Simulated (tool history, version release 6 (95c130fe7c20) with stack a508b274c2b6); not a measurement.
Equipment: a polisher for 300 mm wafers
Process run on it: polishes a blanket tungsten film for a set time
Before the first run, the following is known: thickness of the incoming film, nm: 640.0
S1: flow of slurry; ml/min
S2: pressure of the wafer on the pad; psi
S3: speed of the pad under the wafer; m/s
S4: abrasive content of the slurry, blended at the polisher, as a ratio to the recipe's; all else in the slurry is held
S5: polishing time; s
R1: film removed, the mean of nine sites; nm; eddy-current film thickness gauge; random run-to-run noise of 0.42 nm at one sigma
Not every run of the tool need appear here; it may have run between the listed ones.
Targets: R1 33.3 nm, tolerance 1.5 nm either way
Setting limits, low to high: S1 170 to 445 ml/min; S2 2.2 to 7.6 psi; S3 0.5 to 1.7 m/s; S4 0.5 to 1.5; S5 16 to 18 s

run 1 hour=0 | S1=285 S2=4.9 S3=1.1 S4=1 S5=18 | R1=100.05
run 2 hour=1 | S1=285 S2=4.9 S3=1.1 S4=1 S5=16 | R1=89.383
run 3 hour=4.7 | S1=320 S2=4.9 S3=1.1 S4=1 S5=16 | R1=90.515
run 4 hour=9.4 | S1=320 S2=4.9 S3=1.28 S4=1 S5=16 | R1=106.17
run 5 hour=14.4 | S1=280 S2=4.9 S3=1.28 S4=1 S5=16 | R1=102.69
run 6 hour=17.2 | S1=280 S2=4.9 S3=1.28 S4=1.1 S5=16 | R1=105.18
run 7 hour=20.7 | S1=275 S2=4.3 S3=1.1 S4=1.1 S5=16 | R1=82.949
run 8 hour=26.4 | S1=265 S2=3.8 S3=0.96 S4=1.05 S5=16 | R1=62.099
run 9 hour=29.1 | S1=265 S2=3.4 S3=0.9 S4=1.05 S5=16 | R1=53.165
run 10 hour=34.2 | S1=265 S2=3.1 S3=0.86 S4=1.05 S5=16 | R1=47.2
run 11 hour=37.9 | S1=260 S2=2.2 S3=0.68 S4=1.05 S5=16 | R1=27.68
run 12 hour=43.8 | S1=260 S2=2.3 S3=0.68 S4=1.05 S5=16 | R1=29.171
run 13 hour=47.8 | S1=260 S2=2.4 S3=0.68 S4=1.05 S5=16 | R1=29.169
run 14 hour=52.3 | S1=260 S2=2.5 S3=0.68 S4=1.05 S5=16 | R1=30.675

Exercise: of the 5 proposed moves below, exactly one satisfies all targets within the stated allowed misses. Which move is it?
run A hour=56.8 | S1=245 S2=2.2 S3=0.66 S4=1 S5=17 | R1=?
run B hour=56.8 | S1=190 S2=2.2 S3=0.66 S4=1.05 S5=17 | R1=?
run C hour=56.8 | S1=310 S2=2.2 S3=0.74 S4=1.45 S5=16 | R1=?
run D hour=56.8 | S1=235 S2=3 S3=0.58 S4=0.85 S5=17 | R1=?
run E hour=56.8 | S1=250 S2=2.4 S3=0.66 S4=0.95 S5=16 | R1=?

move=A R1=28.054
move=B R1=27.917
move=C R1=33.646
move=D R1=30.728
move=E R1=28.026
A: lands further from the targets than the last run did
B: lands further from the targets than the last run did
C: hits every target within its allowed miss
D: no better and no worse than the last run
E: lands further from the targets than the last run did
So the answer is move C, the one that meets all the targets.

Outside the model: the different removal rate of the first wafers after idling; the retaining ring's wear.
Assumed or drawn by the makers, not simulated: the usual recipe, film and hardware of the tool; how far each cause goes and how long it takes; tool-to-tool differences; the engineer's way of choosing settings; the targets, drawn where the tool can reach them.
